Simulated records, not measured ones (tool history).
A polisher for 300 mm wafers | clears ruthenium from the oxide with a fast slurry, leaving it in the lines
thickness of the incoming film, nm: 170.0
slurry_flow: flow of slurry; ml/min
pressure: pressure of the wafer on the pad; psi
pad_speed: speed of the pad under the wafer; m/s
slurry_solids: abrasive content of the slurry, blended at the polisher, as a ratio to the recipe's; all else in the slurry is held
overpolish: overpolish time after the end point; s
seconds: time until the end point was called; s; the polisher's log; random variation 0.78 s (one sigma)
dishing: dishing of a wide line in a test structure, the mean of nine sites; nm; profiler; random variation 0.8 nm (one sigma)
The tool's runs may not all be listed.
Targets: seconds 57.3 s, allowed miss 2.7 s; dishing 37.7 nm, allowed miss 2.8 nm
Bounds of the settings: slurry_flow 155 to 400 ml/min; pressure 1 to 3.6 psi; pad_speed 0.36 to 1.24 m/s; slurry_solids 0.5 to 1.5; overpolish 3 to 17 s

run	day	slurry_flow	pressure	pad_speed	slurry_solids	overpolish	seconds	dishing
1	0	255	2.3	0.8	1	9	76.559	17.266
2	0.104	255	2.5	0.8	1	10	71.144	20.396
3	0.4	255	2.6	0.8	1	11	69.645	23.363
4	0.725	255	2.6	0.8	1.2	11	65.008	23.983
5	0.875	255	2.7	0.8	1.2	12	60.166	28.296
6	1.158	205	2.7	0.8	1.2	12	59.973	27.05
7	1.233	210	2.7	0.8	1.2	13	61.759	29.675
8	1.562	210	2.8	0.8	1.2	13	58.867	29.643
9	1.829	215	2.8	0.8	1.2	14	60.004	31.09
10	2.1	215	2.8	0.8	1.2	15	57.645	34.49

Which of these 5 next moves meets every target?
A	2.371	215	2.7	0.86	1.25	14	?	?
B	2.371	245	2.8	0.8	1.25	16	?	?
C	2.371	235	2.7	0.78	1.2	17	?	?
D	2.371	265	2.3	0.88	1.4	14	?	?
E	2.371	240	2.8	0.82	1	17	?	?

move	seconds	dishing
A	56.25	32.847
B	57.228	36.327
C	61.795	35.826
D	60.71	30.719
E	61.385	36.032
A: further off than the last run
B: meets every target
C: brings the result that was furthest off to its target, and leaves another outside
D: further off than the last run
E: brings the result that was furthest off to its target, and leaves another outside
The right move is B.
